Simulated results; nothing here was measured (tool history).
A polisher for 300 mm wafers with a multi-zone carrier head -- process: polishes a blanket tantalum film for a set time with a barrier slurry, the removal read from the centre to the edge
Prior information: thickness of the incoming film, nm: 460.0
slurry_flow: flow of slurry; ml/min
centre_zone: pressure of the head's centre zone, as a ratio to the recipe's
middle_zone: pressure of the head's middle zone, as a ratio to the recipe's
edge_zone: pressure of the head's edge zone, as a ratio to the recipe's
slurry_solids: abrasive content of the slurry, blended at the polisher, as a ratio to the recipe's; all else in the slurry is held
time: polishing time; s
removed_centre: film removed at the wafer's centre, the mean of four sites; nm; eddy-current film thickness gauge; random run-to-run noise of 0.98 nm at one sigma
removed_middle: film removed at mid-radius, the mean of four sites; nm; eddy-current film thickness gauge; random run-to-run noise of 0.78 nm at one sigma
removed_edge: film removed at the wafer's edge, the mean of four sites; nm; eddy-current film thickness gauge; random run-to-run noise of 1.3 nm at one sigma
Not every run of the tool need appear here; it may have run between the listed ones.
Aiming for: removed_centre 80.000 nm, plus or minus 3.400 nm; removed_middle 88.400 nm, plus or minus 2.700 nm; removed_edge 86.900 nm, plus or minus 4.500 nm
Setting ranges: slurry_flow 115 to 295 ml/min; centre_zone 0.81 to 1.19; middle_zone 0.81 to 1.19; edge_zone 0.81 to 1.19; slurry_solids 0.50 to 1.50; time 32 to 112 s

run	hour	slurry_flow	centre_zone	middle_zone	edge_zone	slurry_solids	time	removed_centre	removed_middle	removed_edge
1	0.0	190	1.00	1.00	1.00	1.00	72	108.630	109.660	108.500
2	7.7	190	1.00	1.00	1.00	0.80	72	99.714	103.210	103.880
3	15.1	185	0.98	0.99	0.95	0.75	71	95.923	95.530	96.693
4	23.0	185	0.98	1.05	0.95	0.75	71	94.006	101.550	98.836
5	27.8	175	0.95	1.04	0.91	0.70	71	87.215	97.637	92.432
6	34.4	205	0.95	1.04	0.91	0.70	71	92.483	101.130	97.435
# hour 36.2: slurry nozzle cleaned
7	36.2	185	0.94	1.02	0.91	0.70	71	100.470	108.020	102.290
8	39.4	235	0.97	1.06	0.88	0.55	70	93.019	103.370	94.861
9	44.5	210	0.96	1.05	0.90	0.55	69	90.810	100.040	90.224
10	46.9	195	0.94	1.04	0.91	0.65	66	89.661	98.072	91.695
11	51.5	170	0.94	1.04	0.95	0.65	65	85.511	94.816	90.913
12	55.7	155	0.94	1.04	0.96	0.65	65	86.143	93.641	86.775

Of the 4 settings listed for the next run, only one would bring every result within its allowed miss of target. Which one?
A	59.9	205	0.96	0.95	1.13	0.95	56	?	?	?
B	59.9	180	0.92	1.01	0.98	0.60	63	?	?	?
C	59.9	165	0.94	0.88	1.01	0.95	62	?	?	?
D	59.9	115	1.04	1.15	0.92	0.50	68	?	?	?

move	removed_centre	removed_middle	removed_edge
A	89.105	89.542	97.359
B	81.223	89.480	86.933
C	92.533	90.168	99.197
D	82.405	89.843	78.907
A: the furthest-off result lands on target, but another misses its tolerance
B: all results land within tolerance of their targets
C: the furthest-off result lands on target, but another misses its tolerance
D: the furthest-off result lands on target, but another misses its tolerance
Correct choice: B, which meets every target
